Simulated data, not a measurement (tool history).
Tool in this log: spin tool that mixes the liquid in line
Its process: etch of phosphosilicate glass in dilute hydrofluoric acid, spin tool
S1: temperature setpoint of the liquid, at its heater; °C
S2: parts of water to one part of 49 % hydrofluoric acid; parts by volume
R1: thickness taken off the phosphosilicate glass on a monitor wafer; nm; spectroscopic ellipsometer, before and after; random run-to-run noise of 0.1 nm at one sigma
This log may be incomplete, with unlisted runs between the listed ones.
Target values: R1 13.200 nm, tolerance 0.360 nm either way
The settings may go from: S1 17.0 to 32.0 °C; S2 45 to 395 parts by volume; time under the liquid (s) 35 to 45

Run 1, hour 0.0: S1 24.0 °C, S2 220 parts by volume, time under the liquid (s) 45. Result: R1 17.199 nm.
Run 2, hour 4.4: S1 21.5 °C, S2 220 parts by volume, time under the liquid (s) 45. Result: R1 15.655 nm.
Run 3, hour 10.4: S1 21.5 °C, S2 145 parts by volume, time under the liquid (s) 45. Result: R1 25.434 nm.
Run 4, hour 12.8: S1 20.5 °C, S2 165 parts by volume, time under the liquid (s) 45. Result: R1 21.004 nm.
Run 5, hour 15.6: S1 20.5 °C, S2 225 parts by volume, time under the liquid (s) 45. Result: R1 14.476 nm.
Run 6, hour 23.5: S1 20.0 °C, S2 225 parts by volume, time under the liquid (s) 45. Result: R1 14.228 nm.
Run 7, hour 27.9: S1 19.5 °C, S2 225 parts by volume, time under the liquid (s) 45. Result: R1 13.849 nm.
Run 8, hour 35.2: S1 19.0 °C, S2 225 parts by volume, time under the liquid (s) 45. Result: R1 13.639 nm.

Next run, 5 choices. One meets every target within its allowed miss, the rest don't. Which?
Run A, hour 42.5: S1 17.5 °C, S2 210 parts by volume, time under the liquid (s) 45. Result: R1 ?.
Run B, hour 42.5: S1 18.5 °C, S2 175 parts by volume, time under the liquid (s) 35. Result: R1 ?.
Run C, hour 42.5: S1 18.5 °C, S2 200 parts by volume, time under the liquid (s) 40. Result: R1 ?.
Run D, hour 42.5: S1 19.0 °C, S2 180 parts by volume, time under the liquid (s) 35. Result: R1 ?.
Run E, hour 42.5: S1 20.5 °C, S2 245 parts by volume, time under the liquid (s) 45. Result: R1 ?.

move      R1
   A  13.910
   B  13.961
   C  13.630
   D  13.778
   E  12.950
A: its largest miss is bigger than the last run's
B: its largest miss is bigger than the last run's
C: about as far from the targets as the last run
D: its largest miss is bigger than the last run's
E: each result inside its tolerance
Go with E: it meets all targets.
